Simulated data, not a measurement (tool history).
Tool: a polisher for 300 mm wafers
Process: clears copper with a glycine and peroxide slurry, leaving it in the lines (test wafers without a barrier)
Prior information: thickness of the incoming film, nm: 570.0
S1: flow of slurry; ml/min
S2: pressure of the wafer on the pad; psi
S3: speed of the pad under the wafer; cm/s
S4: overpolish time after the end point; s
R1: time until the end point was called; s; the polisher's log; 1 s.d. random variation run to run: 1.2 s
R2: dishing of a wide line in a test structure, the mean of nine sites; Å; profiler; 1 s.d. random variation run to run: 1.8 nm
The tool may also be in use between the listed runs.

run,day,S1,S2,S3,S4,R1,R2
1,0,180,1.9,110,18,115.33,644.39
2,0.067,180,1.9,110,21,118.89,696.65
3,0.162,185,2,110,23,110.72,812.03
4,0.221,190,2,110,24,112.82,822.65
5,0.342,190,2,110,17,109.33,631.81
6,0.683,225,2,110,17,110.18,659.18
7,0.942,225,2,110,20,108.6,712.06
8,1.088,225,2,110,22,107.73,770.3
9,1.196,220,2,110,24,110.73,804.1

Run 10 has not been measured yet. What should we expect?
10,1.325,220,2,110,24,?,?

Logged for run 10: R1 108.56 s, R2 849.29 Å.
